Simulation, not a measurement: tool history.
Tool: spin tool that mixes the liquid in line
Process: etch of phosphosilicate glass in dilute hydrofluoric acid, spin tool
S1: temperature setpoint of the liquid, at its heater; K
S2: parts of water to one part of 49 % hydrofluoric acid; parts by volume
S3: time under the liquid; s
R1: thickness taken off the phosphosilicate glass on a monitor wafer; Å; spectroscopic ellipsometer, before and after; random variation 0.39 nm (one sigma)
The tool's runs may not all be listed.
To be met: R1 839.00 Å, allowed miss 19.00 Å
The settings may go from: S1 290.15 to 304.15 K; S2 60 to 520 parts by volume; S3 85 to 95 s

| run | day | S1 | S2 | S3 | R1 |
|---|---|---|---|---|---|
| 1 | 0.000 | 296.15 | 290 | 85 | 212.13 |
| 2 | 0.038 | 296.15 | 345 | 85 | 169.35 |
| 3 | 0.079 | 297.65 | 295 | 85 | 218.09 |
| 4 | 0.158 | 299.65 | 295 | 85 | 235.60 |
| 5 | 0.350 | 302.15 | 295 | 85 | 256.36 |
| 6 | 0.588 | 302.65 | 255 | 85 | 317.27 |
| 7 | 0.617 | 303.15 | 220 | 85 | 389.62 |
| 8 | 0.779 | 303.15 | 220 | 85 | 387.71 |
| 9 | 0.929 | 303.15 | 195 | 85 | 449.20 |
| 10 | 1.083 | 303.15 | 175 | 85 | 510.11 |
| 11 | 1.308 | 303.15 | 160 | 85 | 570.24 |
| 12 | 1.333 | 303.15 | 150 | 85 | 612.63 |
| 13 | 1.554 | 303.15 | 140 | 85 | 669.90 |

Which of these 4 next moves meets every target?
| A | 1.775 | 304.15 | 120 | 85 | ? |
| B | 1.775 | 302.15 | 130 | 95 | ? |
| C | 1.775 | 302.65 | 180 | 90 | ? |
| D | 1.775 | 303.65 | 135 | 95 | ? |

| move | R1 |
|---|---|
| A | 831.24 |
| B | 786.13 |
| C | 513.71 |
| D | 794.36 |
A: meets every target
B: nearer than the last run, and not there yet
C: further off than the last run
D: nearer than the last run, and not there yet
Move A is the one to make.
